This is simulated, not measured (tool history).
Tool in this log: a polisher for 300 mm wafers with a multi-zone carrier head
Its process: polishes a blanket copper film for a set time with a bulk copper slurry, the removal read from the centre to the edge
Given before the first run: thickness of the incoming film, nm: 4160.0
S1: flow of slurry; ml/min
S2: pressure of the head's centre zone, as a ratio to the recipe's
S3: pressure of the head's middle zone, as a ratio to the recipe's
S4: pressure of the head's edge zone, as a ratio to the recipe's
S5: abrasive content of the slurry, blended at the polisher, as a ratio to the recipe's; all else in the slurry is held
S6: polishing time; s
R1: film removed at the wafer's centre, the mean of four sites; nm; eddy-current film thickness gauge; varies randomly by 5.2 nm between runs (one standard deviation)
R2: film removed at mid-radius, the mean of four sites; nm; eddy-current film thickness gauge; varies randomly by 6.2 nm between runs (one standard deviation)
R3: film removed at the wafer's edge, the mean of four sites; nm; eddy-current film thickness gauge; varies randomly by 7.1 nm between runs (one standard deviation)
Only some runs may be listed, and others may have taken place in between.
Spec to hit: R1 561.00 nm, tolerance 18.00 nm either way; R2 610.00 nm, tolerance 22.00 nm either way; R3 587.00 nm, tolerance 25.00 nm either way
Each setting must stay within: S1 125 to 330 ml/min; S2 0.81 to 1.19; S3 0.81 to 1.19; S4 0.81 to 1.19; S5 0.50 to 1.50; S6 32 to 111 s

Run 1, hour 0.0: S1 210 ml/min, S2 1.00, S3 1.00, S4 1.00, S5 1.00, S6 71 s. Result: R1 753.83 nm, R2 767.76 nm, R3 745.04 nm.
Run 2, hour 2.4: S1 205 ml/min, S2 0.97, S3 0.98, S4 0.96, S5 0.85, S6 70 s. Result: R1 718.09 nm, R2 721.19 nm, R3 710.98 nm.
Run 3, hour 10.3: S1 205 ml/min, S2 0.97, S3 0.92, S4 0.96, S5 0.85, S6 70 s. Result: R1 706.06 nm, R2 682.64 nm, R3 719.88 nm.
Run 4, hour 13.0: S1 200 ml/min, S2 0.94, S3 0.94, S4 0.93, S5 0.75, S6 68 s. Result: R1 655.41 nm, R2 675.10 nm, R3 660.65 nm.
Run 5, hour 21.6: S1 200 ml/min, S2 0.94, S3 0.94, S4 0.93, S5 0.75, S6 51 s. Result: R1 486.87 nm, R2 496.86 nm, R3 496.71 nm.
Run 6, hour 26.9: S1 200 ml/min, S2 0.85, S3 0.94, S4 0.93, S5 0.75, S6 51 s. Result: R1 451.99 nm, R2 508.43 nm, R3 503.13 nm.
Run 7, hour 27.9: S1 220 ml/min, S2 0.88, S3 0.97, S4 0.96, S5 0.85, S6 51 s. Result: R1 479.10 nm, R2 525.01 nm, R3 522.88 nm.
Run 8, hour 28.6: S1 230 ml/min, S2 0.90, S3 1.00, S4 0.98, S5 0.95, S6 52 s. Result: R1 507.90 nm, R2 576.87 nm, R3 557.55 nm.
Run 9, hour 30.6: S1 245 ml/min, S2 0.92, S3 1.00, S4 0.98, S5 0.95, S6 52 s. Result: R1 516.02 nm, R2 571.47 nm, R3 558.16 nm.
Run 10, hour 32.1: S1 250 ml/min, S2 0.98, S3 1.05, S4 1.02, S5 1.10, S6 53 s. Result: R1 583.26 nm, R2 622.96 nm, R3 601.21 nm.

Next run, 5 choices. One meets every target within its allowed miss, the rest don't. Which?
Run A, hour 33.6: S1 240 ml/min, S2 0.90, S3 1.07, S4 1.07, S5 1.10, S6 52 s. Result: R1 ?, R2 ?, R3 ?.
Run B, hour 33.6: S1 245 ml/min, S2 0.97, S3 1.04, S4 1.03, S5 1.05, S6 52 s. Result: R1 ?, R2 ?, R3 ?.
Run C, hour 33.6: S1 265 ml/min, S2 1.09, S3 1.13, S4 0.91, S5 0.85, S6 56 s. Result: R1 ?, R2 ?, R3 ?.
Run D, hour 33.6: S1 225 ml/min, S2 0.89, S3 1.09, S4 0.98, S5 1.05, S6 57 s. Result: R1 ?, R2 ?, R3 ?.
Run E, hour 33.6: S1 235 ml/min, S2 0.97, S3 1.03, S4 1.05, S5 1.15, S6 55 s. Result: R1 ?, R2 ?, R3 ?.

move      R1      R2      R3
   A  524.46  613.79  598.10
   B  558.32  595.79  583.71
   C  653.36  671.49  575.98
   D  559.29  672.42  618.91
   E  596.17  631.40  630.56
A: takes the result that was furthest off past its target
B: meets every target
C: the biggest miss grows against the last run
D: gets the furthest-off result to its target, but another result is out of tolerance
E: the biggest miss grows against the last run
Go with B: it meets all targets.
